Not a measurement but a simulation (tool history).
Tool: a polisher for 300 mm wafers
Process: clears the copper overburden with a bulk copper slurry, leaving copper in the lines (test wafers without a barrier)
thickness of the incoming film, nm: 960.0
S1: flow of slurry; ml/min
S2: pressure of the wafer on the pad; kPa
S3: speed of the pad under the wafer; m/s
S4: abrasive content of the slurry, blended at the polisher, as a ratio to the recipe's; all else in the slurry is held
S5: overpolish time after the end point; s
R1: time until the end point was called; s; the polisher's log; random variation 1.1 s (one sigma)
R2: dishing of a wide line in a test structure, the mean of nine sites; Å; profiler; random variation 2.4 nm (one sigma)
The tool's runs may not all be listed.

| run | hour | S1 | S2 | S3 | S4 | S5 | R1 | R2 |
|---|---|---|---|---|---|---|---|---|
| 1 | 0.0 | 220 | 16.5 | 1.30 | 1.0 | 15 | 85.636 | 789.71 |
| 2 | 5.9 | 220 | 15.2 | 1.30 | 1.0 | 15 | 94.355 | 752.98 |
| 3 | 10.8 | 220 | 14.5 | 1.30 | 1.0 | 17 | 97.284 | 774.39 |
| 4 | 14.9 | 220 | 14.5 | 1.30 | 1.0 | 19 | 96.175 | 819.96 |
| 5 | 21.6 | 220 | 16.5 | 1.30 | 1.0 | 19 | 85.187 | 919.68 |
| 6 | 30.6 | 220 | 16.5 | 1.52 | 1.0 | 19 | 74.288 | 990.84 |
| 7 | 35.8 | 220 | 15.2 | 1.52 | 1.0 | 21 | 79.920 | 945.94 |
| 8 | 44.2 | 220 | 14.5 | 1.48 | 1.0 | 23 | 87.222 | 965.02 |

The next listed run, before its measurement:
| 9 | 46.7 | 215 | 11.0 | 1.46 | 1.0 | 27 | ? | ? |

Run 9 gave R1 113.740 s, R2 912.68 Å.
